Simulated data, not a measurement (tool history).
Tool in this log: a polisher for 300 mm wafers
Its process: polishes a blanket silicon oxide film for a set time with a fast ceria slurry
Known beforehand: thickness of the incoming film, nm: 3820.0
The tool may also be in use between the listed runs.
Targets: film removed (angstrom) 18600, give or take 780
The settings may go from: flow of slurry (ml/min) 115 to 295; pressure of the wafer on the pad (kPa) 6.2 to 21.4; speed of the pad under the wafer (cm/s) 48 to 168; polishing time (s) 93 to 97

run,hour,flow of slurry (ml/min),pressure of the wafer on the pad (kPa),speed of the pad under the wafer (cm/s),polishing time (s),film removed (angstrom)
1,0,190,13.8,108,93,10719
2,2.3,190,13.8,108,93,10965
3,6.4,190,13.8,128,93,12316
4,12.2,230,13.8,128,93,13260
5,19.8,260,13.8,128,93,13221
6,24,260,13.8,128,93,13361
7,32.2,260,14.5,128,93,13708
8,35.2,260,18.6,132,93,17272

Of the 5 settings listed for the next run, only one would bring every result within its allowed miss of target. Which one?
A,38.2,235,19.3,116,93,?
B,38.2,260,18.6,130,93,?
C,38.2,280,17.9,152,96,?
D,38.2,265,17.2,128,94,?
E,38.2,215,20,134,95,?

move,film removed (angstrom)
A,15941
B,17377
C,20271
D,16214
E,19023
A: misses by more than the last run did
B: nearer than the last run, and not there yet
C: takes the result that was furthest off past its target
D: misses by more than the last run did
E: every result lands within tolerance
E meets every target.
